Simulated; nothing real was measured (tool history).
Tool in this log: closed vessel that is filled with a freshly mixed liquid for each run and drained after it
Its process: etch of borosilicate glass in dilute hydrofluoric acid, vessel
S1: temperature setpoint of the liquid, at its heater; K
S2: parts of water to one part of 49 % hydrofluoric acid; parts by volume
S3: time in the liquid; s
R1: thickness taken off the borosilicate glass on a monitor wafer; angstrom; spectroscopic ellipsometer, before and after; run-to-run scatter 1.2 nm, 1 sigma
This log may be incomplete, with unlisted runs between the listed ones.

run,hour,S1,S2,S3,R1
1,0,296.15,90,105,657.33
2,9.1,296.15,90,115,717.67
3,17.7,293.15,90,115,633.4
4,21.3,296.15,75,115,875.76
5,26.1,296.15,75,105,802.7
6,34.1,296.15,105,105,552.5
7,39.8,298.15,80,105,798.66

Expected results for the next run?
8,48.2,299.65,65,105,?

{"run 8": {"R1": 1072.1}}

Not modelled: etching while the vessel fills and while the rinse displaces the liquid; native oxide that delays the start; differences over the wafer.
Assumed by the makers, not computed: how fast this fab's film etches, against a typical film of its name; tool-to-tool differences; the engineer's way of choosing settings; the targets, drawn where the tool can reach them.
